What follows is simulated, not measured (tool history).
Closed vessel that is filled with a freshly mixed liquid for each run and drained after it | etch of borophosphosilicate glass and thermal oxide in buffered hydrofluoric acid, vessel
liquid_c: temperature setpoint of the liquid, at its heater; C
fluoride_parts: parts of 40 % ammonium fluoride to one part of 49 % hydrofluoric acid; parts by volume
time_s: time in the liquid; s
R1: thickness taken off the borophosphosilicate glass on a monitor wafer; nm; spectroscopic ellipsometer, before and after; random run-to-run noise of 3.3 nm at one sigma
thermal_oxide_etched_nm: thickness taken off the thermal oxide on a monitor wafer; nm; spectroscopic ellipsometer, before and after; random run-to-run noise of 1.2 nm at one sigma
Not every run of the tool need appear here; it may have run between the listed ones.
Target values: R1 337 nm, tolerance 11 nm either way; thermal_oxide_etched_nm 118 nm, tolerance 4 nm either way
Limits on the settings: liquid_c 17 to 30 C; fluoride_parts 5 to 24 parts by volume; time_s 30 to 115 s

run 1 hour=0 | liquid_c=22 fluoride_parts=14.5 time_s=60 | R1=120.88 thermal_oxide_etched_nm=41.684
run 2 hour=4 | liquid_c=23 fluoride_parts=13.5 time_s=60 | R1=138.55 thermal_oxide_etched_nm=47.881
run 3 hour=12.9 | liquid_c=23 fluoride_parts=10 time_s=60 | R1=183.27 thermal_oxide_etched_nm=63.196
run 4 hour=15.8 | liquid_c=21.5 fluoride_parts=10 time_s=60 | R1=171.7 thermal_oxide_etched_nm=60.17
run 5 hour=17.9 | liquid_c=22.5 fluoride_parts=9.5 time_s=60 | R1=183.97 thermal_oxide_etched_nm=65.301
run 6 hour=21.2 | liquid_c=23.5 fluoride_parts=9 time_s=60 | R1=204.61 thermal_oxide_etched_nm=71.312
run 7 hour=28.7 | liquid_c=24.5 fluoride_parts=8.5 time_s=60 | R1=222.86 thermal_oxide_etched_nm=78.77
run 8 hour=32.7 | liquid_c=24.5 fluoride_parts=8.5 time_s=60 | R1=228.66 thermal_oxide_etched_nm=77.842
run 9 hour=38.7 | liquid_c=28.5 fluoride_parts=6.5 time_s=60 | R1=372.83 thermal_oxide_etched_nm=126.57
run 10 hour=41.5 | liquid_c=27.5 fluoride_parts=6.5 time_s=60 | R1=354.34 thermal_oxide_etched_nm=124.33

Of the 4 settings listed for the next run, only one would bring every result within its allowed miss of target. Which one?
run A hour=44.3 | liquid_c=26 fluoride_parts=5 time_s=50 | R1=? thermal_oxide_etched_nm=?
run B hour=44.3 | liquid_c=26.5 fluoride_parts=5 time_s=55 | R1=? thermal_oxide_etched_nm=?
run C hour=44.3 | liquid_c=27 fluoride_parts=8.5 time_s=85 | R1=? thermal_oxide_etched_nm=?
run D hour=44.3 | liquid_c=29 fluoride_parts=8.5 time_s=75 | R1=? thermal_oxide_etched_nm=?

move=A R1=345.82 thermal_oxide_etched_nm=118.8
move=B R1=390.56 thermal_oxide_etched_nm=134.23
move=C R1=373.33 thermal_oxide_etched_nm=129.58
move=D R1=365.88 thermal_oxide_etched_nm=127.14
A: each result inside its tolerance
B: the biggest miss grows against the last run
C: the biggest miss grows against the last run
D: the biggest miss grows against the last run
Answer: A
